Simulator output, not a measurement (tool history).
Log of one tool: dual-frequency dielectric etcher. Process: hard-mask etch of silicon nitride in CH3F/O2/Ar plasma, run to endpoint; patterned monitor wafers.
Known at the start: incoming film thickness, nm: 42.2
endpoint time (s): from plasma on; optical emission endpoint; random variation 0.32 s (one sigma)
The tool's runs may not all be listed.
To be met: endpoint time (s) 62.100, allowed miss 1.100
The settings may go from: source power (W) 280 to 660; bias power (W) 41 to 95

run	hour	source power (W)	bias power (W)	endpoint time (s)
1	0.0	470	68	56.495
2	2.8	460	68	57.048
3	11.5	540	68	54.857
4	13.5	520	67	56.105
5	21.3	520	77	52.797
6	29.1	500	75	54.242
7	31.3	480	74	54.551
8	32.6	380	63	60.754

5 next moves are on the table. One of them brings every result within its allowed miss. Which?
A	33.9	380	68	?
B	33.9	420	62	?
C	33.9	410	64	?
D	33.9	410	53	?
E	33.9	340	76	?

move	endpoint time (s)
A	59.667
B	59.559
C	59.458
D	62.140
E	59.507
A: further off than the last run
B: further off than the last run
C: further off than the last run
D: meets every target
E: further off than the last run
Answer: D
